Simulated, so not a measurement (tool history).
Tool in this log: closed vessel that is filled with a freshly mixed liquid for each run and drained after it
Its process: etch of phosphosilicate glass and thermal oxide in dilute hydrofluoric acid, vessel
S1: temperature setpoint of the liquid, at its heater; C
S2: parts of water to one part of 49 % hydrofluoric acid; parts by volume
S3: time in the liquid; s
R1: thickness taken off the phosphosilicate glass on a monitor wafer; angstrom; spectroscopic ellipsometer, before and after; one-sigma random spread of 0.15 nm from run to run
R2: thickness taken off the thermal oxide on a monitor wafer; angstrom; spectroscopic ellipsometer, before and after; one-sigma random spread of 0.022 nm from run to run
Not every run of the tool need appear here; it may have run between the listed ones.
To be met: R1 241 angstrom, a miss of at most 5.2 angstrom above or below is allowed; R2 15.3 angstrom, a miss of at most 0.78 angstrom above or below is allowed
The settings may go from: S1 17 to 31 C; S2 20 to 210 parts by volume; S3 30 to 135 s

Run 1, day 0: S1 23 C, S2 115 parts by volume, S3 70 s. Result: R1 379.85 angstrom, R2 24.704 angstrom.
Run 2, day 0.025: S1 22.5 C, S2 115 parts by volume, S3 70 s. Result: R1 376.41 angstrom, R2 24.017 angstrom.
Run 3, day 0.142: S1 22 C, S2 120 parts by volume, S3 70 s. Result: R1 353.27 angstrom, R2 22.53 angstrom.
Run 4, day 0.404: S1 21.5 C, S2 125 parts by volume, S3 70 s. Result: R1 331.34 angstrom, R2 20.278 angstrom.
Run 5, day 0.675: S1 21.5 C, S2 100 parts by volume, S3 70 s. Result: R1 422.42 angstrom, R2 26.511 angstrom.
Run 6, day 0.808: S1 21.5 C, S2 100 parts by volume, S3 50 s. Result: R1 301.01 angstrom, R2 19.241 angstrom.
Run 7, day 1.012: S1 20.5 C, S2 110 parts by volume, S3 50 s. Result: R1 257.31 angstrom, R2 16.54 angstrom.
Run 8, day 1.071: S1 19.5 C, S2 110 parts by volume, S3 50 s. Result: R1 247.76 angstrom, R2 16.125 angstrom.

Consider the 4 candidate settings below. Which is the only one whose results all fall within their allowed miss of target?
Run A, day 1.129: S1 20 C, S2 135 parts by volume, S3 60 s. Result: R1 ?, R2 ?.
Run B, day 1.129: S1 18.5 C, S2 95 parts by volume, S3 45 s. Result: R1 ?, R2 ?.
Run C, day 1.129: S1 19.5 C, S2 95 parts by volume, S3 45 s. Result: R1 ?, R2 ?.
Run D, day 1.129: S1 17.5 C, S2 125 parts by volume, S3 65 s. Result: R1 ?, R2 ?.

move      R1      R2
   A  241.56  15.326
   B  252.73  16.035
   C  263.45  16.715
   D   257.9  16.363
A: meets every target
B: its largest miss is bigger than the last run's
C: its largest miss is bigger than the last run's
D: its largest miss is bigger than the last run's
A meets every target.

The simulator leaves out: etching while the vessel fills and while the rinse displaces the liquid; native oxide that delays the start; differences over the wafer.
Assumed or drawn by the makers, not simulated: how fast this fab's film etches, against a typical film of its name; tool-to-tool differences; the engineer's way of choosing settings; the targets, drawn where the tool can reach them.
